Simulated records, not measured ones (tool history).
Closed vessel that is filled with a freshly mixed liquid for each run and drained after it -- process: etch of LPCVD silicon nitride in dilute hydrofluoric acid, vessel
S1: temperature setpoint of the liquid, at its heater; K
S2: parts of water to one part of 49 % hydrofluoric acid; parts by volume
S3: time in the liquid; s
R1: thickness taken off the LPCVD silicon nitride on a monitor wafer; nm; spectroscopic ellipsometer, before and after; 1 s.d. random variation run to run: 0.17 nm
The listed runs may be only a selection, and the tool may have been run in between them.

Run 1, day 0.000: S1 296.15 K, S2 75 parts by volume, S3 1755 s. Result: R1 11.423 nm.
Run 2, day 0.250: S1 294.65 K, S2 75 parts by volume, S3 1755 s. Result: R1 10.436 nm.
Run 3, day 0.567: S1 297.15 K, S2 75 parts by volume, S3 1755 s. Result: R1 12.367 nm.
Run 4, day 0.850: S1 298.15 K, S2 75 parts by volume, S3 1755 s. Result: R1 13.273 nm.
Run 5, day 1.025: S1 298.15 K, S2 85 parts by volume, S3 1755 s. Result: R1 11.533 nm.
Run 6, day 1.421: S1 299.15 K, S2 85 parts by volume, S3 1755 s. Result: R1 12.409 nm.
Run 7, day 1.662: S1 299.65 K, S2 85 parts by volume, S3 1755 s. Result: R1 12.870 nm.
Run 8, day 2.046: S1 300.15 K, S2 85 parts by volume, S3 1755 s. Result: R1 13.178 nm.

What will run 9 give?
Run 9, day 2.308: S1 300.65 K, S2 85 parts by volume, S3 1755 s. Result: R1 ?.

R1: 13.471 nm
